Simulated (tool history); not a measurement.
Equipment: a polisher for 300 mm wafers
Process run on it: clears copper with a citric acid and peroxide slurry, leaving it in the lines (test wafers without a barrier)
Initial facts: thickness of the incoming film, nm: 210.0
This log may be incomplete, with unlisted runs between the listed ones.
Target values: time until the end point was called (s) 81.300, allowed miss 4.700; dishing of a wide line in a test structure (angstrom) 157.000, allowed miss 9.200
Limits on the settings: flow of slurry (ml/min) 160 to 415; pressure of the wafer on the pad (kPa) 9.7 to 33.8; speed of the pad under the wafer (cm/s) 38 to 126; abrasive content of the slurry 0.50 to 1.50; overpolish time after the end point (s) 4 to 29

run	day	flow of slurry (ml/min)	pressure of the wafer on the pad (kPa)	speed of the pad under the wafer (cm/s)	abrasive content of the slurry	overpolish time after the end point (s)	time until the end point was called (s)	dishing of a wide line in a test structure (angstrom)
1	0.000	265	21.4	82	1.00	15	134.260	187.100
2	0.242	265	22.8	82	1.00	14	126.030	175.290
3	0.392	265	18.6	82	1.00	14	152.110	150.710
4	0.421	265	20.0	82	1.00	13	139.160	147.200
5	0.700	265	16.5	82	1.00	13	164.170	125.340
6	0.850	265	17.9	82	1.00	12	153.110	126.680
7	1.154	265	19.3	82	1.00	11	144.210	128.370
8	1.271	265	25.5	88	1.00	4	106.320	62.858
9	1.317	265	25.5	90	1.00	5	103.800	77.563
# day 1.438: worn pad replaced by a new one
10	1.438	265	25.5	92	1.00	6	96.935	100.400
11	1.633	260	26.2	96	0.95	7	91.556	121.710
12	1.729	255	27.6	98	0.85	7	89.145	123.670

Which single option among these 5 for the next run brings every result within its allowed miss of target? Just one does.
A	1.825	320	32.4	108	0.95	8	?	?
B	1.825	335	33.8	84	0.75	6	?	?
C	1.825	185	31.7	98	0.85	8	?	?
D	1.825	245	28.3	86	0.90	8	?	?
E	1.825	240	29.0	120	0.90	8	?	?

move	time until the end point was called (s)	dishing of a wide line in a test structure (angstrom)
A	71.851	184.370
B	85.227	119.950
C	85.740	156.380
D	99.337	135.980
E	76.959	172.690
A: the result that was furthest off in the last run now lies on the other side of its target
B: the biggest miss grows against the last run
C: in spec on every target
D: the biggest miss grows against the last run
E: the result that was furthest off in the last run now lies on the other side of its target
C is the move that brings every result within its allowed miss.

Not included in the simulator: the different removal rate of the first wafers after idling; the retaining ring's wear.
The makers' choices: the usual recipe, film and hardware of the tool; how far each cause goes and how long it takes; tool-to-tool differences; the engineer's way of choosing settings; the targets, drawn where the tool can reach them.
